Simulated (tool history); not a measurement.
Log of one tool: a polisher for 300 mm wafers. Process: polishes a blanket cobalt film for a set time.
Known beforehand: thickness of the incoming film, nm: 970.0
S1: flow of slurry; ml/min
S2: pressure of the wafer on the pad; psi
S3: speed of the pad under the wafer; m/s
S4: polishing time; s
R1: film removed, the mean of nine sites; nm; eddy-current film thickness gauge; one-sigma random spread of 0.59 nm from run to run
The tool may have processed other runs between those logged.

run	hour	S1	S2	S3	S4	R1
1	0	225	2.4	1.18	24	159.27
2	0.9	225	2.4	1.44	24	192.53
3	4.2	190	2.4	1.44	24	187.66
4	11.1	190	2.4	1.44	21	165.32
5	14.6	190	2.4	1.44	21	163.03
6	17.4	185	2.2	1.42	21	148.53
7	24.9	180	2	1.4	21	133.58
8	33.4	175	1.9	1.38	21	125.19
9	34.1	160	1.3	1.26	21	77.147
10	38	165	1.3	1.26	21	78.101
# hour 38.8: worn pad replaced by a new one
11	38.8	170	1.3	1.26	21	85.622

For run 12, what comes out?
12	47.8	160	1.3	1.26	21	?

Run 12 gave R1 84.714 nm.
